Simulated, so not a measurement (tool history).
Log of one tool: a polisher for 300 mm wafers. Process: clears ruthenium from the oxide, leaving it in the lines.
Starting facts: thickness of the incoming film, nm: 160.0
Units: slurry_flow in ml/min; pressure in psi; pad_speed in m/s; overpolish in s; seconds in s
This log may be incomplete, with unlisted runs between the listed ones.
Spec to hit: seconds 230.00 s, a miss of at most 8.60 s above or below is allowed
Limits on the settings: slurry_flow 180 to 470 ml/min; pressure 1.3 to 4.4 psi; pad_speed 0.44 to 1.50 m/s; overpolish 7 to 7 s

Run 1, hour 0.0: slurry_flow 300 ml/min, pressure 2.8 psi, pad_speed 0.96 m/s, overpolish 7 s. Result: seconds 125.18 s.
Run 2, hour 3.8: slurry_flow 300 ml/min, pressure 2.5 psi, pad_speed 0.94 m/s, overpolish 7 s. Result: seconds 134.86 s.
Run 3, hour 11.3: slurry_flow 300 ml/min, pressure 2.5 psi, pad_speed 0.94 m/s, overpolish 7 s. Result: seconds 139.25 s.
Run 4, hour 14.3: slurry_flow 300 ml/min, pressure 3.2 psi, pad_speed 0.94 m/s, overpolish 7 s. Result: seconds 113.20 s.
Run 5, hour 21.7: slurry_flow 300 ml/min, pressure 3.2 psi, pad_speed 0.94 m/s, overpolish 7 s. Result: seconds 112.56 s.
Run 6, hour 28.6: slurry_flow 300 ml/min, pressure 2.8 psi, pad_speed 0.90 m/s, overpolish 7 s. Result: seconds 129.48 s.
Run 7, hour 33.1: slurry_flow 300 ml/min, pressure 2.5 psi, pad_speed 0.86 m/s, overpolish 7 s. Result: seconds 148.10 s.
Run 8, hour 37.7: slurry_flow 300 ml/min, pressure 2.2 psi, pad_speed 0.84 m/s, overpolish 7 s. Result: seconds 164.92 s.

Which of these 5 next moves meets every target?
Run A, hour 42.3: slurry_flow 285 ml/min, pressure 1.7 psi, pad_speed 0.58 m/s, overpolish 7 s. Result: seconds ?.
Run B, hour 42.3: slurry_flow 295 ml/min, pressure 1.3 psi, pad_speed 0.74 m/s, overpolish 7 s. Result: seconds ?.
Run C, hour 42.3: slurry_flow 295 ml/min, pressure 1.4 psi, pad_speed 0.70 m/s, overpolish 7 s. Result: seconds ?.
Run D, hour 42.3: slurry_flow 335 ml/min, pressure 1.8 psi, pad_speed 0.62 m/s, overpolish 7 s. Result: seconds ?.
Run E, hour 42.3: slurry_flow 275 ml/min, pressure 1.8 psi, pad_speed 0.52 m/s, overpolish 7 s. Result: seconds ?.

move  seconds
   A   251.20
   B   257.93
   C   254.69
   D   228.40
   E   257.78
A: the result that was furthest off in the last run now lies on the other side of its target
B: the result that was furthest off in the last run now lies on the other side of its target
C: the result that was furthest off in the last run now lies on the other side of its target
D: in spec on every target
E: the result that was furthest off in the last run now lies on the other side of its target
The right move is D.
